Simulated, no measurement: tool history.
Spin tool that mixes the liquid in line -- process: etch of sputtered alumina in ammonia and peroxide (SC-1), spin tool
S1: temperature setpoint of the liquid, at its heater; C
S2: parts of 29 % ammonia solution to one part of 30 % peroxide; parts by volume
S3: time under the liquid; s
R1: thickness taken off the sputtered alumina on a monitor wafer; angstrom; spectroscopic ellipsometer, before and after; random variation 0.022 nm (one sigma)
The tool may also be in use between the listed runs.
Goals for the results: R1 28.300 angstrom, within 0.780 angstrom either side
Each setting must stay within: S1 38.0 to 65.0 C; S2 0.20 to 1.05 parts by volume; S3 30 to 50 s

| run | hour | S1 | S2 | S3 | R1 |
|---|---|---|---|---|---|
| 1 | 0.0 | 49.0 | 0.55 | 50 | 35.502 |
| 2 | 3.9 | 48.5 | 0.55 | 50 | 34.687 |
| 3 | 11.1 | 42.0 | 0.55 | 50 | 24.016 |
| 4 | 18.1 | 42.0 | 0.55 | 50 | 24.151 |
| 5 | 26.4 | 42.0 | 0.75 | 50 | 24.835 |
| 6 | 33.6 | 39.0 | 0.75 | 50 | 21.035 |
|  | 39.8 | thermometer replaced |
| 7 | 39.8 | 39.5 | 0.75 | 50 | 19.494 |
| 8 | 41.0 | 40.0 | 0.75 | 50 | 20.050 |
| 9 | 42.1 | 40.5 | 0.75 | 50 | 20.724 |
| 10 | 49.7 | 41.0 | 0.75 | 50 | 21.267 |

Exactly one of the 5 candidate moves below puts every result within its allowed miss. Which one?
| A | 57.3 | 42.5 | 0.80 | 30 | ? |
| B | 57.3 | 44.0 | 0.85 | 50 | ? |
| C | 57.3 | 45.5 | 0.40 | 50 | ? |
| D | 57.3 | 49.5 | 0.75 | 50 | ? |
| E | 57.3 | 46.0 | 0.70 | 50 | ? |

| move | R1 |
|---|---|
| A | 14.037 |
| B | 25.656 |
| C | 26.007 |
| D | 34.546 |
| E | 28.223 |
A: further off than the last run
B: closes in on the targets versus the last run, not all within tolerance yet
C: closes in on the targets versus the last run, not all within tolerance yet
D: the result that was furthest off in the last run now lies on the other side of its target
E: every result lands within tolerance
The move that meets every target is E.
